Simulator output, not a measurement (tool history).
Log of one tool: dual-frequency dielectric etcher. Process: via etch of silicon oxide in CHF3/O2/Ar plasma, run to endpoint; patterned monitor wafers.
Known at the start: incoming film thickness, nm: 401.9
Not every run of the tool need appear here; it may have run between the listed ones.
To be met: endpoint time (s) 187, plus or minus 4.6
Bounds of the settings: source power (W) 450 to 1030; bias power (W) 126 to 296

run 1 hour=0 | source_power_(W)=740 bias_power_(W)=211 | endpoint_time_(s)=158.31
run 2 hour=9.1 | source_power_(W)=740 bias_power_(W)=196 | endpoint_time_(s)=163.01
run 3 hour=15.8 | source_power_(W)=740 bias_power_(W)=224 | endpoint_time_(s)=155.31
run 4 hour=21.7 | source_power_(W)=740 bias_power_(W)=259 | endpoint_time_(s)=144.83
run 5 hour=29.4 | source_power_(W)=740 bias_power_(W)=285 | endpoint_time_(s)=140.55
run 6 hour=32.8 | source_power_(W)=690 bias_power_(W)=271 | endpoint_time_(s)=144.68
-- hour=39 wet clean of the chamber
run 7 hour=39 | source_power_(W)=650 bias_power_(W)=253 | endpoint_time_(s)=156.34
run 8 hour=42.4 | source_power_(W)=650 bias_power_(W)=253 | endpoint_time_(s)=157.76
run 9 hour=46.2 | source_power_(W)=620 bias_power_(W)=251 | endpoint_time_(s)=157.92
run 10 hour=49.6 | source_power_(W)=590 bias_power_(W)=244 | endpoint_time_(s)=163.53

Pick the move, out of 5, that brings all results within their allowed miss; only one does.
run A hour=53 | source_power_(W)=500 bias_power_(W)=176 | endpoint_time_(s)=?
run B hour=53 | source_power_(W)=450 bias_power_(W)=181 | endpoint_time_(s)=?
run C hour=53 | source_power_(W)=450 bias_power_(W)=195 | endpoint_time_(s)=?
run D hour=53 | source_power_(W)=450 bias_power_(W)=192 | endpoint_time_(s)=?
run E hour=53 | source_power_(W)=450 bias_power_(W)=215 | endpoint_time_(s)=?

move=A endpoint_time_(s)=197.15
move=B endpoint_time_(s)=200.13
move=C endpoint_time_(s)=193.69
move=D endpoint_time_(s)=195.01
move=E endpoint_time_(s)=185.58
A: moves the result that the last run missed by most past its target, out the other side
B: moves the result that the last run missed by most past its target, out the other side
C: moves the result that the last run missed by most past its target, out the other side
D: moves the result that the last run missed by most past its target, out the other side
E: hits every target within its allowed miss
Answer: E

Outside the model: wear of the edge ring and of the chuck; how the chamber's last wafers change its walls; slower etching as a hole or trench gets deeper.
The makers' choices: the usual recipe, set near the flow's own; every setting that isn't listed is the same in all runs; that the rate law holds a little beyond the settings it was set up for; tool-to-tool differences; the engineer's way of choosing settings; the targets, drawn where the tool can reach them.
